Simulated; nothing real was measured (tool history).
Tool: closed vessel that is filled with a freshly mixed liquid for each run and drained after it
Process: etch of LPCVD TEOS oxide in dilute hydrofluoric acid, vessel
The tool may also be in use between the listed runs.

run  hour  temperature setpoint of the liquid (K)  parts of water to one part of 49 % hydrofluoric acid (parts by volume)  time in the liquid (s)  thickness taken off the LPCVD TEOS oxide on a monitor wafer (nm)
  1     0                                  293.15                                                                     280                     130                                                            7.4036
  2     7                                  293.15                                                                     190                     130                                                            11.883
  3  14.1                                  294.15                                                                     185                     130                                                            12.606
  4  22.2                                  295.15                                                                     180                     130                                                            13.794
  5  27.7                                  298.15                                                                     180                     130                                                            15.271
  6  29.5                                  298.65                                                                     175                     130                                                            16.034
  7  38.6                                  299.15                                                                     175                     130                                                             16.27
  8  41.4                                  299.65                                                                     175                     130                                                             16.62

Forecast run 9:
  9  47.8                                  301.15                                                                     160                     130                                                                 ?

thickness taken off the LPCVD TEOS oxide on a monitor wafer (nm): 19.563
